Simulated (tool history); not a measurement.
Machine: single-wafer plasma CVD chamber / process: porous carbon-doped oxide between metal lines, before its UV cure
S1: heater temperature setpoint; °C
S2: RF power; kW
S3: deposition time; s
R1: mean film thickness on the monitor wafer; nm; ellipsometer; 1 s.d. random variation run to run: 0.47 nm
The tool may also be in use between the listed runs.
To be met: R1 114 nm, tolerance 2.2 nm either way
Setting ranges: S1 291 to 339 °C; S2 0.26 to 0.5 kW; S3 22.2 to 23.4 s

run,day,S1,S2,S3,R1
1,0,315,0.38,23.4,98.466
2,0.088,311,0.385,23.4,101.49
3,0.358,311,0.33,23.4,88.885
4,0.408,311,0.33,22.2,84.658
5,0.738,311,0.285,22.2,74.623
6,1.017,308,0.31,22.3,81.162
7,1.142,306,0.335,22.4,88.536
8,1.388,304,0.35,22.4,92.771
9,1.512,302,0.365,22.4,97.906

Pick the move, out of 4, that brings all results within their allowed miss; only one does.
A,1.638,298,0.37,23.4,?
B,1.638,297,0.405,23.4,?
C,1.638,301,0.385,22.3,?
D,1.638,293,0.385,22.8,?

move,R1
A,104.33
B,113.09
C,101.51
D,107.97
A: moves toward the targets from the last run without getting all of them in spec
B: hits every target within its allowed miss
C: moves toward the targets from the last run without getting all of them in spec
D: moves toward the targets from the last run without getting all of them in spec
B meets every target.

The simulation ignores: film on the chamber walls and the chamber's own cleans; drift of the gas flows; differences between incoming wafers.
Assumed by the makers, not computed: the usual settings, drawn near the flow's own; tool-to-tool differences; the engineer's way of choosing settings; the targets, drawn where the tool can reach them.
